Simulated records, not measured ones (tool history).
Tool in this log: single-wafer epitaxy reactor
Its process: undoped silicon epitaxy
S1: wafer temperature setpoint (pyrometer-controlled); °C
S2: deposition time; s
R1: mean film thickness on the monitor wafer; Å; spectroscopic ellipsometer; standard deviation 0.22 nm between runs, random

Run 1, hour 0.0: S1 650 °C, S2 166 s. Result: R1 289.33 Å.
Run 2, hour 1.9: S1 654 °C, S2 166 s. Result: R1 320.74 Å.
Run 3, hour 4.0: S1 654 °C, S2 146 s. Result: R1 282.23 Å.
Run 4, hour 6.7: S1 658 °C, S2 146 s. Result: R1 312.33 Å.
Run 5, hour 14.6: S1 661 °C, S2 146 s. Result: R1 334.69 Å.
Run 6, hour 22.8: S1 661 °C, S2 169 s. Result: R1 386.42 Å.
Run 7, hour 27.9: S1 662 °C, S2 169 s. Result: R1 399.19 Å.

Forecast run 8:
Run 8, hour 28.9: S1 662 °C, S2 169 s. Result: R1 ?.

R1: 397.24 Å
